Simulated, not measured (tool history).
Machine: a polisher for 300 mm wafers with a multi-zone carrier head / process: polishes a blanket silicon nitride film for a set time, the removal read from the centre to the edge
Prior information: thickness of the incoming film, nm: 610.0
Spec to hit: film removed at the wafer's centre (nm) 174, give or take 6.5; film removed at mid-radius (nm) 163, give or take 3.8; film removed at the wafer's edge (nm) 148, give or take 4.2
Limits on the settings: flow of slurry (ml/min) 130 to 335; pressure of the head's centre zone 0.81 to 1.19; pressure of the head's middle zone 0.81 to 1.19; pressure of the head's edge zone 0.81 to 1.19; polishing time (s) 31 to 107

run,hour,flow of slurry (ml/min),pressure of the head's centre zone,pressure of the head's middle zone,pressure of the head's edge zone,polishing time (s),film removed at the wafer's centre (nm),film removed at mid-radius (nm),film removed at the wafer's edge (nm)
1,0,215,1,1,1,69,166.05,171.15,170.5
2,2.8,215,1,1,1,60,144.6,147.63,147.14
3,10.5,215,1,0.96,1,60,144.13,142.5,147.2
4,12.2,190,1,0.96,1,60,142.01,139.11,143.27
5,17.7,215,1.03,0.98,0.97,60,148.99,143.53,143.07
6,21.5,235,1.05,1,0.96,60,152.36,148.77,144.49
7,26.5,250,1.08,1.01,0.95,60,158.07,148.27,144.5
8,28.5,260,1.1,1.03,0.94,60,162.36,152.88,145.49
9,34.6,260,1.1,1.03,0.94,60,162.7,153.44,145.01
10,42.3,270,1.11,1.04,0.94,60,166.1,155.08,146.16
11,51,280,1.12,1.05,0.93,60,168.94,158.49,144.74
12,58.3,285,1.12,1.05,0.93,60,168.83,158.31,144.63

Of the 5 settings listed for the next run, only one would bring every result within its allowed miss of target. Which one?
A,65.6,295,1.09,1.01,0.92,61,?,?,?
B,65.6,290,1.13,1.05,0.92,62,?,?,?
C,65.6,310,1.02,1.09,0.91,61,?,?,?
D,65.6,250,1.19,0.99,0.94,60,?,?,?
E,65.6,265,1.19,1.18,0.89,59,?,?,?

move,film removed at the wafer's centre (nm),film removed at mid-radius (nm),film removed at the wafer's edge (nm)
A,164.55,157.42,147.58
B,173.14,164.52,149.72
C,154.83,167.83,147.24
D,173.2,149.62,144.61
E,171.83,169.79,139.06
A: its largest miss is bigger than the last run's
B: in spec on every target
C: carries the result that was furthest off beyond its target, to the other side
D: its largest miss is bigger than the last run's
E: carries the result that was furthest off beyond its target, to the other side
The right move is B.
